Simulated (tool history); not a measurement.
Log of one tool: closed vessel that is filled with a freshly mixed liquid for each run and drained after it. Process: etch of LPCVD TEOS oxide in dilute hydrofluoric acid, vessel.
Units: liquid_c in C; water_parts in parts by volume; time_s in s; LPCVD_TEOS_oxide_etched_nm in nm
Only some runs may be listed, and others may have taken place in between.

run 1 hour=0.0 | liquid_c=23.0 water_parts=220 time_s=1145 | LPCVD_TEOS_oxide_etched_nm=73.383
run 2 hour=1.0 | liquid_c=21.5 water_parts=245 time_s=1145 | LPCVD_TEOS_oxide_etched_nm=62.385
run 3 hour=9.2 | liquid_c=20.5 water_parts=265 time_s=1145 | LPCVD_TEOS_oxide_etched_nm=53.663
run 4 hour=9.7 | liquid_c=23.0 water_parts=265 time_s=1145 | LPCVD_TEOS_oxide_etched_nm=58.413
run 5 hour=17.9 | liquid_c=20.0 water_parts=265 time_s=1145 | LPCVD_TEOS_oxide_etched_nm=52.494
run 6 hour=19.6 | liquid_c=19.0 water_parts=275 time_s=1145 | LPCVD_TEOS_oxide_etched_nm=48.369
run 7 hour=25.9 | liquid_c=18.5 water_parts=285 time_s=1145 | LPCVD_TEOS_oxide_etched_nm=45.896
run 8 hour=33.7 | liquid_c=18.0 water_parts=295 time_s=1145 | LPCVD_TEOS_oxide_etched_nm=42.698
run 9 hour=39.7 | liquid_c=17.5 water_parts=300 time_s=1145 | LPCVD_TEOS_oxide_etched_nm=40.826

Predict the results of run 10:
run 10 hour=43.3 | liquid_c=17.5 water_parts=305 time_s=1145 | LPCVD_TEOS_oxide_etched_nm=?

LPCVD_TEOS_oxide_etched_nm: 40.160 nm
